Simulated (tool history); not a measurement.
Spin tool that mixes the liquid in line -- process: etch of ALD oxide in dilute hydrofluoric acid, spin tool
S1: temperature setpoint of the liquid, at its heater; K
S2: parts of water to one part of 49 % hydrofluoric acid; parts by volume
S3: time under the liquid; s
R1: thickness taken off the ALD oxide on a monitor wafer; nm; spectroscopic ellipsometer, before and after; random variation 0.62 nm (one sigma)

{"run": 1, "hour": 0.0, "S1": 294.15, "S2": 45, "S3": 190, "R1": 54.216}
{"run": 2, "hour": 2.0, "S1": 294.15, "S2": 30, "S3": 190, "R1": 81.598}
{"run": 3, "hour": 10.3, "S1": 294.15, "S2": 20, "S3": 190, "R1": 123.98}
{"run": 4, "hour": 17.5, "S1": 294.15, "S2": 20, "S3": 205, "R1": 132.72}
{"run": 5, "hour": 25.8, "S1": 294.15, "S2": 20, "S3": 205, "R1": 134.41}
{"run": 6, "hour": 27.5, "S1": 294.15, "S2": 20, "S3": 205, "R1": 134.08}
{"run": 7, "hour": 36.5, "S1": 293.65, "S2": 20, "S3": 205, "R1": 130.72}
{"run": 8, "hour": 42.0, "S1": 293.15, "S2": 20, "S3": 205, "R1": 127.01}

The next listed run, before its measurement:
{"run": 9, "hour": 50.5, "S1": 292.65, "S2": 20, "S3": 205, "R1": "?"}

{"run 9": {"R1": 126.07}}

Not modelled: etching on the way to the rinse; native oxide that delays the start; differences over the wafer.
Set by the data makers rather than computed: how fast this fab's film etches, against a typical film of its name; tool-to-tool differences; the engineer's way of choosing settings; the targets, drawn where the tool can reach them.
